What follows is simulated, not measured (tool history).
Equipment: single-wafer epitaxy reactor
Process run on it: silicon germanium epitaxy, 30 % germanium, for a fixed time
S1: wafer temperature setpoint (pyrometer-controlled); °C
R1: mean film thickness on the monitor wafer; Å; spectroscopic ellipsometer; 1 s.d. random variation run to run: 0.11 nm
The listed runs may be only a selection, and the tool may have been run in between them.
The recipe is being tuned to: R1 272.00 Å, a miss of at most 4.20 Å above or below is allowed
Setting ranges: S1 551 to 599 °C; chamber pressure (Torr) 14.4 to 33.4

{"run": 1, "hour": 0.0, "S1": 575, "chamber pressure (Torr)": 23.9, "R1": 403.59}
{"run": 2, "hour": 7.0, "S1": 569, "chamber pressure (Torr)": 23.8, "R1": 361.24}
{"run": 3, "hour": 7.9, "S1": 569, "chamber pressure (Torr)": 21.8, "R1": 350.88}
{"run": 4, "hour": 16.8, "S1": 569, "chamber pressure (Torr)": 18.0, "R1": 318.87}
{"run": 5, "hour": 20.5, "S1": 569, "chamber pressure (Torr)": 15.0, "R1": 296.82}
{"run": 6, "hour": 24.1, "S1": 568, "chamber pressure (Torr)": 15.0, "R1": 290.99}
{"run": 7, "hour": 32.6, "S1": 567, "chamber pressure (Torr)": 15.0, "R1": 285.45}
{"run": 8, "hour": 39.1, "S1": 566, "chamber pressure (Torr)": 15.0, "R1": 281.47}

Which one of the following 4 next-run settings gets every result inside its allowed miss? There is exactly one.
{"run": "A", "hour": 45.6, "S1": 567, "chamber pressure (Torr)": 14.5, "R1": "?"}
{"run": "B", "hour": 45.6, "S1": 564, "chamber pressure (Torr)": 14.4, "R1": "?"}
{"run": "C", "hour": 45.6, "S1": 567, "chamber pressure (Torr)": 15.0, "R1": "?"}
{"run": "D", "hour": 45.6, "S1": 563, "chamber pressure (Torr)": 16.4, "R1": "?"}

move=A R1=282.32
move=B R1=264.89
move=C R1=286.37
move=D R1=274.11
A: moves away from the targets compared with the last run
B: takes the result that was furthest off past its target
C: moves away from the targets compared with the last run
D: all results land within tolerance of their targets
The move that meets every target is D.
